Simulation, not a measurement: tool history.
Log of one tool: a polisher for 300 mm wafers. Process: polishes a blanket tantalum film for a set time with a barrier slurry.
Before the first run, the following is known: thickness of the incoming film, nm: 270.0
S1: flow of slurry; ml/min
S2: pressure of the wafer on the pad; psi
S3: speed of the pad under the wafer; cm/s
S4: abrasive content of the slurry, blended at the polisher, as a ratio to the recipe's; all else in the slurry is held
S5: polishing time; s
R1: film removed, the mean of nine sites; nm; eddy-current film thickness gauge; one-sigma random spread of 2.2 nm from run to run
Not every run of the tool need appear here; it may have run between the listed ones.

{"run": 1, "hour": 0.0, "S1": 230, "S2": 1.6, "S3": 106, "S4": 1.0, "S5": 67, "R1": 89.064}
{"run": 2, "hour": 2.6, "S1": 230, "S2": 1.6, "S3": 106, "S4": 1.1, "S5": 67, "R1": 93.108}
{"run": 3, "hour": 6.9, "S1": 230, "S2": 1.6, "S3": 132, "S4": 1.1, "S5": 67, "R1": 110.64}
{"run": 4, "hour": 8.7, "S1": 230, "S2": 1.7, "S3": 132, "S4": 1.1, "S5": 67, "R1": 118.33}
{"run": 5, "hour": 9.2, "S1": 230, "S2": 1.8, "S3": 132, "S4": 1.1, "S5": 67, "R1": 124.7}
{"run": 6, "hour": 17.9, "S1": 230, "S2": 1.8, "S3": 132, "S4": 1.25, "S5": 67, "R1": 129.93}
{"run": 7, "hour": 26.0, "S1": 230, "S2": 2.0, "S3": 134, "S4": 1.25, "S5": 67, "R1": 146.57}

Run 8 is up next; what results do you expect?
{"run": 8, "hour": 28.6, "S1": 230, "S2": 2.1, "S3": 134, "S4": 1.25, "S5": 67, "R1": "?"}

R1: 154.780 nm

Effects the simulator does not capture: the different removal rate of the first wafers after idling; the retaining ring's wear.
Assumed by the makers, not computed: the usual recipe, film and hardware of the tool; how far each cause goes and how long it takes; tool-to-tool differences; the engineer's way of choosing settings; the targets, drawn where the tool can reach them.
